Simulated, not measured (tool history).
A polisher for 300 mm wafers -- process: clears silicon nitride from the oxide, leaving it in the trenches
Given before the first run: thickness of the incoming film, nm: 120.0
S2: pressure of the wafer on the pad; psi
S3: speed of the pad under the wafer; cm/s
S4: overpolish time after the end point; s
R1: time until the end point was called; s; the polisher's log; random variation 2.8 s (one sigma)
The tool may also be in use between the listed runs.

{"run": 1, "day": 0.0, "flow of slurry (ml/min)": 175, "S2": 3.3, "S3": 118, "S4": 40, "R1": 104.63}
{"run": 2, "day": 0.312, "flow of slurry (ml/min)": 200, "S2": 3.3, "S3": 118, "S4": 40, "R1": 102.35}
{"run": 3, "day": 0.638, "flow of slurry (ml/min)": 200, "S2": 2.9, "S3": 118, "S4": 40, "R1": 116.26}
{"run": 4, "day": 0.758, "flow of slurry (ml/min)": 225, "S2": 2.9, "S3": 118, "S4": 40, "R1": 114.21}
{"run": 5, "day": 0.933, "flow of slurry (ml/min)": 225, "S2": 2.5, "S3": 110, "S4": 40, "R1": 141.64}
{"run": 6, "day": 1.133, "flow of slurry (ml/min)": 225, "S2": 2.2, "S3": 106, "S4": 40, "R1": 163.62}
{"run": 7, "day": 1.242, "flow of slurry (ml/min)": 225, "S2": 2, "S3": 104, "S4": 40, "R1": 185.23}
{"run": 8, "day": 1.358, "flow of slurry (ml/min)": 215, "S2": 1.9, "S3": 104, "S4": 40, "R1": 199.75}
{"run": 9, "day": 1.725, "flow of slurry (ml/min)": 205, "S2": 1.9, "S3": 104, "S4": 40, "R1": 197.73}
{"run": 10, "day": 1.808, "flow of slurry (ml/min)": 205, "S2": 1.5, "S3": 102, "S4": 40, "R1": 251.44}

Forecast run 11:
{"run": 11, "day": 2.146, "flow of slurry (ml/min)": 215, "S2": 1.5, "S3": 102, "S4": 40, "R1": "?"}

{"run 11": {"R1": 247.2}}
